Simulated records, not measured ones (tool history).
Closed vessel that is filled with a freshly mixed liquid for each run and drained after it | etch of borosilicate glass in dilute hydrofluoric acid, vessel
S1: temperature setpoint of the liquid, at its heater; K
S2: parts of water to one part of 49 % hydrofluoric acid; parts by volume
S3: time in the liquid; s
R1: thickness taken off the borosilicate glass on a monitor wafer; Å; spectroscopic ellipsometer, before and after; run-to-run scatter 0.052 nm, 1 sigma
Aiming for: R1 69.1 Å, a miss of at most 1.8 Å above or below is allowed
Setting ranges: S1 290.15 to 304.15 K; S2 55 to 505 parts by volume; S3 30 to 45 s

{"run": 1, "day": 0.0, "S1": 296.15, "S2": 280, "S3": 45, "R1": 38.596}
{"run": 2, "day": 0.267, "S1": 298.65, "S2": 280, "S3": 45, "R1": 41.899}
{"run": 3, "day": 0.338, "S1": 298.65, "S2": 280, "S3": 30, "R1": 28.188}
{"run": 4, "day": 0.708, "S1": 298.65, "S2": 280, "S3": 45, "R1": 42.3}
{"run": 5, "day": 0.858, "S1": 302.15, "S2": 280, "S3": 45, "R1": 47.609}
{"run": 6, "day": 1.192, "S1": 302.65, "S2": 265, "S3": 45, "R1": 52.582}
{"run": 7, "day": 1.346, "S1": 303.15, "S2": 255, "S3": 45, "R1": 56.067}
{"run": 8, "day": 1.621, "S1": 303.15, "S2": 250, "S3": 45, "R1": 56.749}
{"run": 9, "day": 1.812, "S1": 303.15, "S2": 245, "S3": 45, "R1": 59.113}
{"run": 10, "day": 2.05, "S1": 303.15, "S2": 240, "S3": 45, "R1": 60.266}
{"run": 11, "day": 2.246, "S1": 304.15, "S2": 215, "S3": 45, "R1": 71.021}

Pick the move, out of 4, that brings all results within their allowed miss; only one does.
{"run": "A", "day": 2.442, "S1": 304.15, "S2": 210, "S3": 45, "R1": "?"}
{"run": "B", "day": 2.442, "S1": 303.65, "S2": 210, "S3": 45, "R1": "?"}
{"run": "C", "day": 2.442, "S1": 299.65, "S2": 205, "S3": 45, "R1": "?"}
{"run": "D", "day": 2.442, "S1": 303.15, "S2": 215, "S3": 45, "R1": "?"}

move=A R1=73.461
move=B R1=72.222
move=C R1=64.708
move=D R1=68.929
A: lands further from the targets than the last run did
B: lands further from the targets than the last run did
C: pushes the last run's worst result past its target
D: in spec on every target
So the answer is move D, the one that meets all the targets.
